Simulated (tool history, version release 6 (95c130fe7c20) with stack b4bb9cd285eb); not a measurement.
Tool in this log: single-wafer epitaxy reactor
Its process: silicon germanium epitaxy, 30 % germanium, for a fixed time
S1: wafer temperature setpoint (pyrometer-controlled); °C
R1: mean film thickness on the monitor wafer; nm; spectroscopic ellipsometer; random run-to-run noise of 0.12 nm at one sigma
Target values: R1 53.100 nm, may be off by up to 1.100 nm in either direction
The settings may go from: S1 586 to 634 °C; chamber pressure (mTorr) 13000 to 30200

run 1 hour=0.0 | S1=610 chamber_pressure_(mTorr)=21600 | R1=82.700
run 2 hour=3.6 | S1=610 chamber_pressure_(mTorr)=18600 | R1=77.474
run 3 hour=6.9 | S1=604 chamber_pressure_(mTorr)=18500 | R1=69.930
run 4 hour=15.8 | S1=614 chamber_pressure_(mTorr)=18500 | R1=81.818
run 5 hour=19.3 | S1=614 chamber_pressure_(mTorr)=15100 | R1=73.523
run 6 hour=24.6 | S1=621 chamber_pressure_(mTorr)=15100 | R1=81.791
-- hour=30.7 pyrometer calibrated
run 7 hour=30.7 | S1=609 chamber_pressure_(mTorr)=14200 | R1=60.854
run 8 hour=33.3 | S1=607 chamber_pressure_(mTorr)=14200 | R1=58.955
run 9 hour=34.3 | S1=606 chamber_pressure_(mTorr)=14200 | R1=57.987
run 10 hour=37.6 | S1=605 chamber_pressure_(mTorr)=14200 | R1=57.063
run 11 hour=42.3 | S1=604 chamber_pressure_(mTorr)=14200 | R1=55.999
run 12 hour=49.5 | S1=603 chamber_pressure_(mTorr)=14200 | R1=55.132
run 13 hour=57.9 | S1=602 chamber_pressure_(mTorr)=14200 | R1=54.151

Pick the move, out of 4, that brings all results within their allowed miss; only one does.
run A hour=66.3 | S1=603 chamber_pressure_(mTorr)=14200 | R1=?
run B hour=66.3 | S1=599 chamber_pressure_(mTorr)=15100 | R1=?
run C hour=66.3 | S1=608 chamber_pressure_(mTorr)=13000 | R1=?
run D hour=66.3 | S1=601 chamber_pressure_(mTorr)=15200 | R1=?

move=A R1=55.034
move=B R1=53.379
move=C R1=56.699
move=D R1=55.314
A: its largest miss is bigger than the last run's
B: in spec on every target
C: its largest miss is bigger than the last run's
D: its largest miss is bigger than the last run's
Move B is the one to make.
